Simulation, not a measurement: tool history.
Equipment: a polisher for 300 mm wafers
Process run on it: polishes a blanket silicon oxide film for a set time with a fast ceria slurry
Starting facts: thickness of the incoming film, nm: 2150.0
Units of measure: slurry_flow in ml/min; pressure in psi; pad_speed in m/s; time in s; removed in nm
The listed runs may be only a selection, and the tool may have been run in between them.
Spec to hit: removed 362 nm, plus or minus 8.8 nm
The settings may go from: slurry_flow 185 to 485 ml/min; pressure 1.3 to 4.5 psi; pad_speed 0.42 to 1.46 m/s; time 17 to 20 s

run    day  slurry_flow  pressure  pad_speed  time  removed
  1      0          310       2.9       0.94    20   282.15
  2  0.179          310       2.9       0.94    17   239.96
  3  0.367          315       3.2       0.94    17   262.31
  4   0.45          355       3.2       0.94    17   266.31
  5  0.704          355       3.4       0.94    17   283.02
     0.883  -- slurry nozzle cleaned
  6  0.883          355         3       0.94    17   256.07
  7  0.921          355         3       0.94    17   257.48
  8  1.183          370       3.3       0.94    17    282.9
  9  1.275          385       3.5       0.94    17      306
 10  1.579          400       3.6       0.94    17   311.85
 11  1.825          410       3.7       0.94    17   320.45
 12  1.896          415       3.8       0.94    17   328.28

Which one of the following 5 next-run settings gets every result inside its allowed miss? There is exactly one.
  A  1.967          325       3.9       0.96    17        ?
  B  1.967          440       3.2       1.12    20        ?
  C  1.967          430       3.6          1    20        ?
  D  1.967          445         4       0.98    17        ?
  E  1.967          470       3.6       0.88    20        ?

move  removed
   A   336.23
   B   384.68
   C   386.81
   D   358.19
   E   344.39
A: nearer the targets than the last run, but a result is still out of spec
B: moves the result that the last run missed by most past its target, out the other side
C: moves the result that the last run missed by most past its target, out the other side
D: every result within its allowed miss
E: nearer the targets than the last run, but a result is still out of spec
D is the move that brings every result within its allowed miss.
